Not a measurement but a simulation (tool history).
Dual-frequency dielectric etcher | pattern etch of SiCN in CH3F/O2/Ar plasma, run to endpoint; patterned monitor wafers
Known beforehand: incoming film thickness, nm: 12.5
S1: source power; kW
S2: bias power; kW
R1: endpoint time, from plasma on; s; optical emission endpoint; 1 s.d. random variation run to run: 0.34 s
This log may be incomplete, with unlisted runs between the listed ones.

Run 1, hour 0.0: S1 0.320 kW, S2 0.076 kW. Result: R1 37.472 s.
Run 2, hour 8.7: S1 0.300 kW, S2 0.074 kW. Result: R1 38.460 s.
Run 3, hour 15.6: S1 0.330 kW, S2 0.074 kW. Result: R1 37.235 s.
Run 4, hour 23.7: S1 0.290 kW, S2 0.074 kW. Result: R1 38.730 s.
Run 5, hour 27.4: S1 0.330 kW, S2 0.074 kW. Result: R1 36.846 s.
Run 6, hour 31.5: S1 0.310 kW, S2 0.072 kW. Result: R1 38.693 s.

Expected results for the next run?
Run 7, hour 37.0: S1 0.290 kW, S2 0.071 kW. Result: R1 ?.

{"run 7": {"R1": 39.332}}

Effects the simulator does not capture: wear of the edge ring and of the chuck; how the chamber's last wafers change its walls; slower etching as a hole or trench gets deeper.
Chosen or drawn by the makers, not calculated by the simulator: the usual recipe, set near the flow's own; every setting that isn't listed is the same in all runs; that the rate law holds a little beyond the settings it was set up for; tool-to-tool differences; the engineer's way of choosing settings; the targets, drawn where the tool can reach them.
